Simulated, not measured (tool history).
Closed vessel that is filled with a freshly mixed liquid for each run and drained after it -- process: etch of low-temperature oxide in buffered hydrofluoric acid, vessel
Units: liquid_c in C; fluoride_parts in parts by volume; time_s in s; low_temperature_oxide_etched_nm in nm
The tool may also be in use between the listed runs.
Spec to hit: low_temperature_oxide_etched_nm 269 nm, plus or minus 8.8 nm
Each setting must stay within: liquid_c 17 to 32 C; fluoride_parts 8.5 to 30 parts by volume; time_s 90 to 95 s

| run | hour | liquid_c | fluoride_parts | time_s | low_temperature_oxide_etched_nm |
|---|---|---|---|---|---|
| 1 | 0 | 24 | 23.5 | 90 | 126.93 |
| 2 | 4.9 | 24 | 29.5 | 90 | 109.25 |
| 3 | 11.2 | 24 | 23 | 90 | 129.1 |
| 4 | 19.4 | 25 | 21.5 | 90 | 142.01 |
| 5 | 23.8 | 28.5 | 21.5 | 90 | 175.33 |
| 6 | 30.3 | 31.5 | 21.5 | 90 | 204.83 |
| 7 | 38.2 | 31.5 | 20.5 | 90 | 208.44 |
| 8 | 43.9 | 32 | 13 | 90 | 337.61 |
| 9 | 49.4 | 31.5 | 13 | 90 | 321.72 |
| 10 | 58.2 | 31 | 13 | 90 | 311.06 |
| 11 | 59.6 | 30.5 | 13 | 90 | 305.92 |
| 12 | 66.2 | 30 | 13 | 90 | 306.79 |
| 13 | 74.5 | 29.5 | 13 | 90 | 292.89 |
| 14 | 81.9 | 28.5 | 13 | 90 | 281.34 |

Exactly one of the 5 candidate moves below puts every result within its allowed miss. Which one?
| A | 89.3 | 31 | 13.5 | 90 | ? |
| B | 89.3 | 27 | 12 | 95 | ? |
| C | 89.3 | 26 | 12.5 | 95 | ? |
| D | 89.3 | 30 | 14.5 | 95 | ? |
| E | 89.3 | 30 | 13.5 | 95 | ? |

| move | low_temperature_oxide_etched_nm |
|---|---|
| A | 304.64 |
| B | 292.04 |
| C | 265.95 |
| D | 284.54 |
| E | 305.16 |
A: misses by more than the last run did
B: misses by more than the last run did
C: meets every target
D: misses by more than the last run did
E: misses by more than the last run did
Correct choice: C, which meets every target
